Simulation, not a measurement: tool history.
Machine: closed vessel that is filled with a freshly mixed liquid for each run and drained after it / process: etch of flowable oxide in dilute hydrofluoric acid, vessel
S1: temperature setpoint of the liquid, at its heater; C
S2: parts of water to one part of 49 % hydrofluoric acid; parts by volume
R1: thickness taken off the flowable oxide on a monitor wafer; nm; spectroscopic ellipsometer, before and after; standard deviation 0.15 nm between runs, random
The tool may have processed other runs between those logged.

run 1 hour=0 | S1=23 S2=125 time_in_the_liquid_(s)=140 | R1=30.169
run 2 hour=6.2 | S1=23 S2=85 time_in_the_liquid_(s)=140 | R1=46.531
run 3 hour=9.3 | S1=23 S2=100 time_in_the_liquid_(s)=140 | R1=37.982
run 4 hour=18 | S1=26.5 S2=100 time_in_the_liquid_(s)=140 | R1=44.315
run 5 hour=25.2 | S1=26.5 S2=100 time_in_the_liquid_(s)=150 | R1=47.905
run 6 hour=29.5 | S1=25.5 S2=110 time_in_the_liquid_(s)=150 | R1=40.712

Estimate the outcome of run 7 from the log above:
run 7 hour=36.9 | S1=24.5 S2=120 time_in_the_liquid_(s)=150 | R1=?

R1: 35.769 nm

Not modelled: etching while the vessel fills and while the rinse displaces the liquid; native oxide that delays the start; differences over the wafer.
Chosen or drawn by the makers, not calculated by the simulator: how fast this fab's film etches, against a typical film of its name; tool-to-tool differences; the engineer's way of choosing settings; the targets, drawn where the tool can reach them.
